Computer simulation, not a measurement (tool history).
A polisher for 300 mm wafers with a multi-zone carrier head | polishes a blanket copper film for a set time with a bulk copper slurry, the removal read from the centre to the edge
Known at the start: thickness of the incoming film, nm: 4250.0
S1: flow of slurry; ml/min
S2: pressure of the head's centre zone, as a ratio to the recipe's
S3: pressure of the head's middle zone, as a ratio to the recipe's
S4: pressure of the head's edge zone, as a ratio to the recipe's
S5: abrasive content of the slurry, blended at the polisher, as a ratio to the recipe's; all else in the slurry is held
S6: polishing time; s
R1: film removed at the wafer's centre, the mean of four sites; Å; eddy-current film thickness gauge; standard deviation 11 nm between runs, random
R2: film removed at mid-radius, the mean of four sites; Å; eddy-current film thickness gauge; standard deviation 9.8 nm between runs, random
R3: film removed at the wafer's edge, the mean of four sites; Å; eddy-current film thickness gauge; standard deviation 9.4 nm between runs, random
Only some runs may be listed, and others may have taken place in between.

run 1 day=0.000 | S1=205 S2=1.00 S3=1.00 S4=1.00 S5=1.00 S6=45 | R1=5233.7 R2=5130.0 R3=5164.3
run 2 day=0.121 | S1=165 S2=1.00 S3=1.00 S4=1.00 S5=1.00 S6=45 | R1=5125.6 R2=4881.9 R3=4984.5
run 3 day=0.433 | S1=175 S2=1.01 S3=1.01 S4=1.02 S5=1.05 S6=46 | R1=5347.3 R2=5180.8 R3=5256.3
run 4 day=0.558 | S1=175 S2=1.09 S3=1.01 S4=1.02 S5=1.05 S6=46 | R1=5440.9 R2=5186.2 R3=5251.9
run 5 day=0.783 | S1=180 S2=1.09 S3=1.01 S4=1.03 S5=1.10 S6=48 | R1=6180.4 R2=5522.6 R3=5604.5
run 6 day=1.008 | S1=180 S2=1.09 S3=1.01 S4=1.03 S5=1.10 S6=56 | R1=6872.1 R2=6481.5 R3=6426.5
run 7 day=1.158 | S1=185 S2=1.08 S3=1.01 S4=1.05 S5=1.15 S6=56 | R1=7046.5 R2=6576.1 R3=6578.7
run 8 day=1.504 | S1=190 S2=1.07 S3=1.01 S4=1.07 S5=1.15 S6=57 | R1=7165.4 R2=6586.5 R3=6847.2

Run 9 comes next. What will it give?
run 9 day=1.679 | S1=195 S2=1.07 S3=1.02 S4=1.08 S5=1.15 S6=57 | R1=? R2=? R3=?

Logged for run 9: R1 7109.6 Å, R2 6892.3 Å, R3 6980.2 Å.

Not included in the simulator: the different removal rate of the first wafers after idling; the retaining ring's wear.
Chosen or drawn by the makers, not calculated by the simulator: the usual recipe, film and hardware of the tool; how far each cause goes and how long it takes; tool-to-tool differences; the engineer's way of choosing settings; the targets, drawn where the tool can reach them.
